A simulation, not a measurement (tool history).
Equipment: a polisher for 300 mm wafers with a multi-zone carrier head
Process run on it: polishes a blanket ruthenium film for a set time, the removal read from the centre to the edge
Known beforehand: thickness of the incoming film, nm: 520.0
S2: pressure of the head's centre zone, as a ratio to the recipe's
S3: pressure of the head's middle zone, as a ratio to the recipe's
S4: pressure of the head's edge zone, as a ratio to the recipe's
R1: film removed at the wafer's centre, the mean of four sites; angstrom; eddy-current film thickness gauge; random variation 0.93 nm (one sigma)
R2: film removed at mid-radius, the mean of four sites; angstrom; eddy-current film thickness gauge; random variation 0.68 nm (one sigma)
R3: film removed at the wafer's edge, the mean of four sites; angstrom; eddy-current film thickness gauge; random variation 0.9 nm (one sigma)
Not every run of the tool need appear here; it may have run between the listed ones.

run 1 hour=0 | flow_of_slurry_(ml/min)=290 S2=1 S3=1 S4=1 polishing_time_(s)=61 | R1=884.71 R2=879.73 R3=905.23
run 2 hour=1 | flow_of_slurry_(ml/min)=290 S2=0.98 S3=1 S4=0.98 polishing_time_(s)=60 | R1=851 R2=874.38 R3=868.2
run 3 hour=2.4 | flow_of_slurry_(ml/min)=285 S2=0.96 S3=0.99 S4=0.96 polishing_time_(s)=59 | R1=819.47 R2=863.78 R3=833.48
run 4 hour=4.9 | flow_of_slurry_(ml/min)=280 S2=0.94 S3=0.98 S4=0.96 polishing_time_(s)=58 | R1=798.13 R2=817.59 R3=829.06
run 5 hour=6.1 | flow_of_slurry_(ml/min)=330 S2=0.94 S3=0.98 S4=0.96 polishing_time_(s)=58 | R1=814.68 R2=835.09 R3=842.71
run 6 hour=14 | flow_of_slurry_(ml/min)=320 S2=0.92 S3=0.98 S4=0.95 polishing_time_(s)=58 | R1=792.59 R2=831.95 R3=835.97
run 7 hour=19.3 | flow_of_slurry_(ml/min)=315 S2=0.9 S3=0.98 S4=0.94 polishing_time_(s)=58 | R1=784.08 R2=838.03 R3=859.03
run 8 hour=25.1 | flow_of_slurry_(ml/min)=310 S2=0.89 S3=0.98 S4=0.92 polishing_time_(s)=57 | R1=752.64 R2=803.37 R3=817.17

Run 9, settings as shown, results not yet in. Your forecast:
run 9 hour=26.4 | flow_of_slurry_(ml/min)=305 S2=0.89 S3=0.99 S4=0.9 polishing_time_(s)=57 | R1=? R2=? R3=?

R1: 763 angstrom
R2: 825.11 angstrom
R3: 788.42 angstrom

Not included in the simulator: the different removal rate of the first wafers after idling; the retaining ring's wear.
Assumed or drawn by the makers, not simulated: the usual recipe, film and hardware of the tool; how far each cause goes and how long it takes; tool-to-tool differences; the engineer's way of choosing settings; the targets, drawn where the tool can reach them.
